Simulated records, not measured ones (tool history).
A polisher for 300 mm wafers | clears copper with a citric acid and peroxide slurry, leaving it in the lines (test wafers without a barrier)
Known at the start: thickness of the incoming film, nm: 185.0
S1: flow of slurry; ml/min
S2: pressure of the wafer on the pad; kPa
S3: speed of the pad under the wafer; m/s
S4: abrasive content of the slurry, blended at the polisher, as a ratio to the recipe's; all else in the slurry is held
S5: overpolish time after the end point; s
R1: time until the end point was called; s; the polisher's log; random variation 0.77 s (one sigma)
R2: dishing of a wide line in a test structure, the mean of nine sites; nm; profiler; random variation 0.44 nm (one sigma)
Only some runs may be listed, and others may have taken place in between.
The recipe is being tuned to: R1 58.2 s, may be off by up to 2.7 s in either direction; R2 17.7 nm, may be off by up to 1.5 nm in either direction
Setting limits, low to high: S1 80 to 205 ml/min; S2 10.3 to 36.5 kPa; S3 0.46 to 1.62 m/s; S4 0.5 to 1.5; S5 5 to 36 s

run 1 hour=0 | S1=135 S2=23.4 S3=1.04 S4=1 S5=18 | R1=67.664 R2=31.458
run 2 hour=8.4 | S1=140 S2=24.1 S3=1.06 S4=1 S5=14 | R1=63.661 R2=26.125
run 3 hour=12 | S1=145 S2=24.8 S3=1.06 S4=1 S5=12 | R1=62.93 R2=23.253
run 4 hour=12.7 | S1=175 S2=24.8 S3=1.06 S4=1 S5=12 | R1=59.59 R2=24.718
run 5 hour=18.3 | S1=145 S2=24.8 S3=1.06 S4=1 S5=12 | R1=62.569 R2=23.027
run 6 hour=22.1 | S1=145 S2=27.6 S3=1.06 S4=1 S5=12 | R1=57.243 R2=26.345
run 7 hour=23.7 | S1=145 S2=27.6 S3=1.06 S4=1 S5=10 | R1=55.179 R2=22.636
run 8 hour=27.8 | S1=135 S2=25.5 S3=1.06 S4=1 S5=6 | R1=61.632 R2=13.165
run 9 hour=28.5 | S1=145 S2=25.5 S3=1.06 S4=1 S5=6 | R1=61.383 R2=13.061
run 10 hour=31.6 | S1=150 S2=26.2 S3=1.06 S4=1 S5=7 | R1=58.608 R2=16.122

Exercise: of the 5 proposed moves below, exactly one satisfies all targets within the stated allowed misses. Which move is it?
run A hour=34.7 | S1=170 S2=19.3 S3=1.44 S4=1.25 S5=6 | R1=? R2=?
run B hour=34.7 | S1=145 S2=29.6 S3=1.08 S4=1.2 S5=7 | R1=? R2=?
run C hour=34.7 | S1=150 S2=29.6 S3=1.04 S4=1 S5=6 | R1=? R2=?
run D hour=34.7 | S1=130 S2=31 S3=0.96 S4=0.8 S5=6 | R1=? R2=?
run E hour=34.7 | S1=135 S2=29.6 S3=0.94 S4=1.1 S5=8 | R1=? R2=?

move=A R1=58.212 R2=13.366
move=B R1=50.339 R2=17.639
move=C R1=53.114 R2=14.63
move=D R1=57.527 R2=13.61
move=E R1=57.831 R2=17.561
A: the biggest miss grows against the last run
B: meets the target for the result that was furthest off, but another lies outside its allowed miss
C: the biggest miss grows against the last run
D: the biggest miss grows against the last run
E: all results land within tolerance of their targets
E meets every target.

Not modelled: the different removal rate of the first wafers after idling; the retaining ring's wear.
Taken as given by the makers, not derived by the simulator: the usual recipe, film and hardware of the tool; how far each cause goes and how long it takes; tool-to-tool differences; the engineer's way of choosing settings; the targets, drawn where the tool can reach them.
